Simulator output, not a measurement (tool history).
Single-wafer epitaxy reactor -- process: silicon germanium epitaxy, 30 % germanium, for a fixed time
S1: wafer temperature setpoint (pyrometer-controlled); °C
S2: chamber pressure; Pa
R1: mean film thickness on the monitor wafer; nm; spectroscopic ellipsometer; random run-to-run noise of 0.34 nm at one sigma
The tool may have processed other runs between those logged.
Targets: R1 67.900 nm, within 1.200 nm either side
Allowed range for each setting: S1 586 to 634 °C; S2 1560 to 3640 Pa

run	hour	S1	S2	R1
1	0.0	610	2600	88.337
2	5.5	619	2600	101.060
3	11.8	614	2600	93.591
4	17.3	612	2600	91.139
# hour 18.2: pyrometer calibrated
5	18.2	612	2826	86.672
6	20.1	612	3026	88.031
7	27.6	612	3026	87.589
8	28.7	610	3026	84.557
9	33.5	609	3026	83.533
10	36.0	608	3026	82.614
11	44.2	607	3026	80.892
12	51.1	606	3026	79.574
13	57.3	606	3026	79.479
14	59.5	605	3026	78.504
15	67.8	604	3026	76.591
16	69.2	603	3026	75.522
17	78.1	602	3026	74.419

Of the 5 settings listed for the next run, only one would bring every result within its allowed miss of target. Which one?
A	87.0	609	3013	?
B	87.0	596	3040	?
C	87.0	605	3626	?
D	87.0	607	2973	?
E	87.0	609	3200	?

move	R1
A	82.730
B	67.393
C	81.673
D	79.879
E	84.065
A: moves away from the targets compared with the last run
B: all results land within tolerance of their targets
C: moves away from the targets compared with the last run
D: moves away from the targets compared with the last run
E: moves away from the targets compared with the last run
Move B is the one to make.
